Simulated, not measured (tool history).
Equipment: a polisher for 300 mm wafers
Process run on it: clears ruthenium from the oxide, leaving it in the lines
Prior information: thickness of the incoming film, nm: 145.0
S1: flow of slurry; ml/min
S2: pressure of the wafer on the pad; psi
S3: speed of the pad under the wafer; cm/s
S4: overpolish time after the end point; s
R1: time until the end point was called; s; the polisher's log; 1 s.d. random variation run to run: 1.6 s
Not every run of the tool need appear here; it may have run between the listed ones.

Run 1, hour 0: S1 155 ml/min, S2 2.3 psi, S3 104 cm/s, S4 35 s. Result: R1 109.03 s.
Run 2, hour 0.6: S1 155 ml/min, S2 2.3 psi, S3 104 cm/s, S4 35 s. Result: R1 111.48 s.
Run 3, hour 7.5: S1 155 ml/min, S2 2.3 psi, S3 114 cm/s, S4 35 s. Result: R1 107.93 s.
Run 4, hour 10.1: S1 175 ml/min, S2 2.3 psi, S3 114 cm/s, S4 35 s. Result: R1 101.61 s.
Run 5, hour 18: S1 175 ml/min, S2 2.3 psi, S3 100 cm/s, S4 35 s. Result: R1 116.86 s.
Run 6, hour 26.3: S1 190 ml/min, S2 2.3 psi, S3 100 cm/s, S4 35 s. Result: R1 114.72 s.
Run 7, hour 33.7: S1 190 ml/min, S2 2.4 psi, S3 100 cm/s, S4 35 s. Result: R1 109.82 s.
Run 8, hour 38.5: S1 190 ml/min, S2 2.5 psi, S3 100 cm/s, S4 35 s. Result: R1 106.11 s.

The next listed run, before its measurement:
Run 9, hour 45.2: S1 190 ml/min, S2 2.6 psi, S3 100 cm/s, S4 35 s. Result: R1 ?.

R1: 101.01 s
